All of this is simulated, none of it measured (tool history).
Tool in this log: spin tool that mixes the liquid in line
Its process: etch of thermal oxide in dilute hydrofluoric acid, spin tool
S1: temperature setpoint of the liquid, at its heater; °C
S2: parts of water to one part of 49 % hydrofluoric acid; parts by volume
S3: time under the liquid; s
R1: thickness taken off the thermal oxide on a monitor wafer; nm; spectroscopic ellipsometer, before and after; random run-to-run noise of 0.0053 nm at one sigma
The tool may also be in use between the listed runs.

Run 1, day 0: S1 21 °C, S2 130 parts by volume, S3 40 s. Result: R1 1.1657 nm.
Run 2, day 0.133: S1 21 °C, S2 160 parts by volume, S3 40 s. Result: R1 0.91828 nm.
Run 3, day 0.3: S1 20 °C, S2 165 parts by volume, S3 40 s. Result: R1 0.85471 nm.
Run 4, day 0.492: S1 20 °C, S2 165 parts by volume, S3 15 s. Result: R1 0.3179 nm.
Run 5, day 0.638: S1 21 °C, S2 165 parts by volume, S3 15 s. Result: R1 0.33107 nm.
Run 6, day 0.821: S1 18.5 °C, S2 165 parts by volume, S3 15 s. Result: R1 0.30368 nm.
Run 7, day 1.046: S1 20 °C, S2 165 parts by volume, S3 15 s. Result: R1 0.31872 nm.
Run 8, day 1.279: S1 22 °C, S2 165 parts by volume, S3 15 s. Result: R1 0.34154 nm.
Run 9, day 1.446: S1 22 °C, S2 165 parts by volume, S3 15 s. Result: R1 0.3403 nm.
Run 10, day 1.692: S1 22 °C, S2 155 parts by volume, S3 15 s. Result: R1 0.3717 nm.
Run 11, day 2.033: S1 21 °C, S2 145 parts by volume, S3 15 s. Result: R1 0.38164 nm.
Run 12, day 2.333: S1 21 °C, S2 145 parts by volume, S3 15 s. Result: R1 0.38316 nm.
Run 13, day 2.588: S1 22.5 °C, S2 130 parts by volume, S3 15 s. Result: R1 0.46964 nm.

Forecast run 14:
Run 14, day 2.862: S1 22.5 °C, S2 120 parts by volume, S3 15 s. Result: R1 ?.

Run 14 produced R1 0.50345 nm.
